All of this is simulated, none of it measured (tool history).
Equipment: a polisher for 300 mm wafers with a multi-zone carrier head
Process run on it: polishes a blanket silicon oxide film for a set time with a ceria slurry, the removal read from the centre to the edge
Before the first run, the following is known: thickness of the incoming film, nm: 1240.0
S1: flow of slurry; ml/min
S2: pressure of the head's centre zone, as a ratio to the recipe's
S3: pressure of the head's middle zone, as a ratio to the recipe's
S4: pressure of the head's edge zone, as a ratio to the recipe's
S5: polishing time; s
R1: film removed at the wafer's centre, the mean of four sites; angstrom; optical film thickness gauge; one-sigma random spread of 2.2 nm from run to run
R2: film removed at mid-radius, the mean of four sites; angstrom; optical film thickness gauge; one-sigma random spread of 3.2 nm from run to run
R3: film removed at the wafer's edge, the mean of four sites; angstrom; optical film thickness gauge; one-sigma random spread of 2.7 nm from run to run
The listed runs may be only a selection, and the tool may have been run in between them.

run	hour	S1	S2	S3	S4	S5	R1	R2	R3
1	0.0	245	1.00	1.00	1.00	57	3180.5	3182.2	3243.2
2	7.8	245	1.00	0.96	1.00	57	3159.8	3027.1	3208.4
3	13.0	245	0.97	0.96	1.00	57	3077.1	3041.5	3194.3
4	20.3	255	0.97	0.97	1.02	57	3072.0	3055.0	3279.0
5	23.3	265	0.97	0.98	1.03	57	3100.4	3072.3	3325.2
6	28.2	265	0.97	0.98	1.06	57	3103.1	3142.4	3357.3
7	32.9	275	0.97	0.99	1.07	57	3124.5	3183.1	3309.6

What will run 8 give?
8	37.3	275	0.97	0.99	1.08	58	?	?	?

{"run 8": {"R1": 3202.5, "R2": 3238.6, "R3": 3422.4}}
